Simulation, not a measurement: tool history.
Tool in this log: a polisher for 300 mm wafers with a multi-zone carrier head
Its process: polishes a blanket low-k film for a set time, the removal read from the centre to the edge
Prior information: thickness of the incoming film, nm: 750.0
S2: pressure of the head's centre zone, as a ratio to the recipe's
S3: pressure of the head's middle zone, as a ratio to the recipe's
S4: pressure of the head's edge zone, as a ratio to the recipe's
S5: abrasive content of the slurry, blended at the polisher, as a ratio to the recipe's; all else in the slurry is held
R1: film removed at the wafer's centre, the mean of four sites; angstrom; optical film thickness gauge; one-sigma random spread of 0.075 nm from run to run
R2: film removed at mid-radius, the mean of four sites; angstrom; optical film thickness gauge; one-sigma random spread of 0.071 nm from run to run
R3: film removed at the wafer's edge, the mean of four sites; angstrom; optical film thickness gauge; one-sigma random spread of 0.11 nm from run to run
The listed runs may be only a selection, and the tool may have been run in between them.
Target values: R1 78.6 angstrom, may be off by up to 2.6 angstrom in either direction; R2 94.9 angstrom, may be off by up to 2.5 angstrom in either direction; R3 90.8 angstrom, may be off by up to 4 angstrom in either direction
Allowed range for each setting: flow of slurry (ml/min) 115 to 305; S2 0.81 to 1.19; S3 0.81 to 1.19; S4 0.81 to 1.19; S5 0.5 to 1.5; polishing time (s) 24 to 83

run 1 day=0 | flow_of_slurry_(ml/min)=195 S2=1 S3=1 S4=1 S5=1 polishing_time_(s)=53 | R1=160.2 R2=161.91 R3=159.96
run 2 day=0.129 | flow_of_slurry_(ml/min)=185 S2=0.96 S3=0.99 S4=0.97 S5=0.9 polishing_time_(s)=50 | R1=134.65 R2=137.19 R3=139.08
run 3 day=0.35 | flow_of_slurry_(ml/min)=180 S2=0.93 S3=1.01 S4=0.94 S5=0.8 polishing_time_(s)=49 | R1=114.5 R2=124.84 R3=121.83
run 4 day=0.6 | flow_of_slurry_(ml/min)=180 S2=0.97 S3=1.01 S4=0.94 S5=0.8 polishing_time_(s)=49 | R1=120.72 R2=124.89 R3=119.54
run 5 day=0.808 | flow_of_slurry_(ml/min)=180 S2=0.97 S3=1.01 S4=0.94 S5=0.8 polishing_time_(s)=44 | R1=108.36 R2=112.72 R3=108.34
run 6 day=0.933 | flow_of_slurry_(ml/min)=130 S2=0.97 S3=1.01 S4=0.94 S5=0.8 polishing_time_(s)=44 | R1=100.61 R2=106.63 R3=103.3
run 7 day=1.308 | flow_of_slurry_(ml/min)=125 S2=0.94 S3=1.01 S4=0.92 S5=0.8 polishing_time_(s)=44 | R1=95.087 R2=103.21 R3=101.07
run 8 day=1.604 | flow_of_slurry_(ml/min)=125 S2=0.92 S3=1.01 S4=0.9 S5=0.8 polishing_time_(s)=44 | R1=92.509 R2=105.53 R3=101.18
run 9 day=1.862 | flow_of_slurry_(ml/min)=125 S2=0.91 S3=1 S4=0.89 S5=0.75 polishing_time_(s)=44 | R1=87.069 R2=96.963 R3=94.825
run 10 day=2.183 | flow_of_slurry_(ml/min)=125 S2=0.9 S3=1 S4=0.88 S5=0.75 polishing_time_(s)=44 | R1=85.959 R2=96.862 R3=91.71

Of the 4 settings listed for the next run, only one would bring every result within its allowed miss of target. Which one?
run A day=2.504 | flow_of_slurry_(ml/min)=115 S2=0.83 S3=0.99 S4=1.01 S5=0.8 polishing_time_(s)=42 | R1=? R2=? R3=?
run B day=2.504 | flow_of_slurry_(ml/min)=115 S2=0.81 S3=0.94 S4=1 S5=0.75 polishing_time_(s)=46 | R1=? R2=? R3=?
run C day=2.504 | flow_of_slurry_(ml/min)=130 S2=0.82 S3=1.07 S4=0.91 S5=0.75 polishing_time_(s)=40 | R1=? R2=? R3=?
run D day=2.504 | flow_of_slurry_(ml/min)=115 S2=0.84 S3=0.99 S4=0.83 S5=1.1 polishing_time_(s)=34 | R1=? R2=? R3=?

move=A R1=78.555 R2=94.638 R3=99.371
move=B R1=79.361 R2=93.864 R3=102.5
move=C R1=72.81 R2=94.318 R3=87.2
move=D R1=80.138 R2=95.404 R3=91.456
A: meets the target for the result that was furthest off, but another lies outside its allowed miss
B: meets the target for the result that was furthest off, but another lies outside its allowed miss
C: the result that was furthest off in the last run now lies on the other side of its target
D: hits every target within its allowed miss
The right move is D.

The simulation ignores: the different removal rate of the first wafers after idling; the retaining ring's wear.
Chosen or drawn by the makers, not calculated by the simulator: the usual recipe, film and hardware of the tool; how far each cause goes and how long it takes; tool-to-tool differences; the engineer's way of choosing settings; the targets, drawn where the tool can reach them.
